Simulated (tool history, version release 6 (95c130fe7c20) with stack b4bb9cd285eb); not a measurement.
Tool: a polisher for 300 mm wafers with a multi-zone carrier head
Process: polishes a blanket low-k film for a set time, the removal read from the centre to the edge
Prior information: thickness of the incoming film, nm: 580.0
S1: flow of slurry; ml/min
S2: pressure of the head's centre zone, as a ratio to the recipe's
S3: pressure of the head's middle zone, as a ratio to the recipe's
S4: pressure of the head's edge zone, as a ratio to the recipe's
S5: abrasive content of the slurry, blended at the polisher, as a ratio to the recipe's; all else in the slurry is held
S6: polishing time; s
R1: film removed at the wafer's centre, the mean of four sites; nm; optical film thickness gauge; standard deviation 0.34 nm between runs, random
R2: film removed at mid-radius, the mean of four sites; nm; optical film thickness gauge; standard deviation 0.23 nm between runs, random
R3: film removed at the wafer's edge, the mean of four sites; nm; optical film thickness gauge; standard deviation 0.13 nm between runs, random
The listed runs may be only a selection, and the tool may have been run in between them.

run  hour   S1    S2    S3    S4    S5  S6      R1      R2      R3
  1     0  290     1     1     1     1  33  14.123  13.745  13.816
  2   1.4  295  1.02  1.02  1.01  1.05  33  14.547  14.585   14.12
  3   9.1  295  1.09  1.02  1.01  1.05  33  15.718  14.456  14.064
  4  12.3  300   1.1  1.03  1.02   1.1  33  15.968  15.071  14.441
  5  12.8  300   1.1  1.03  1.02   1.3  33  16.586  15.372  15.122
  6  15.9  300   1.1  1.03  1.07   1.3  33  16.755  15.698  15.518
  7  17.8  305  1.11  1.04  1.07   1.3  34  17.651  16.015  16.008
  8  26.1  305  1.12  1.05  1.07   1.3  34  17.797  16.568  15.886
  9  28.9  310  1.13  1.06  1.08   1.3  34  18.033  16.309  16.198

Forecast run 10:
 10  31.8  310  1.14  1.07  1.07  1.3  34   ?   ?   ?

R1: 17.843 nm
R2: 16.355 nm
R3: 16.104 nm

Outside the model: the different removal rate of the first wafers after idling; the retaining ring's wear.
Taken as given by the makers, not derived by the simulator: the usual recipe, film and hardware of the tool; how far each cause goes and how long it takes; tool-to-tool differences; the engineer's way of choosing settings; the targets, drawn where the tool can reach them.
